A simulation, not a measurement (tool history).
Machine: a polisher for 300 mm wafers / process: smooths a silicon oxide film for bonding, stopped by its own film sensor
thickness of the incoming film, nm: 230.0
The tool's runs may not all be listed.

run,day,flow of slurry (ml/min),pressure of the wafer on the pad (kPa),speed of the pad under the wafer (cm/s),abrasive content of the slurry,target thickness at which the film sensor stops the polish (nm),time until the film sensor stopped the polish (s)
1,0.000,160,13.1,74,1.0,187,79.752
2,0.254,160,11.7,74,1.0,187,87.876
3,0.362,160,11.7,74,1.0,184,95.615
4,0.558,160,11.7,74,1.0,184,95.776
5,0.788,160,10.3,72,1.0,184,109.640
6,1.012,160,9.7,70,1.0,184,118.860
7,1.329,160,9.0,70,1.0,184,128.680
8,1.429,160,8.3,70,1.0,184,140.060

What does the tool deliver on the next run?
9,1.571,155,7.6,70,1.0,184,?

{"run 9": {"time until the film sensor stopped the polish (s)": 151.26}}
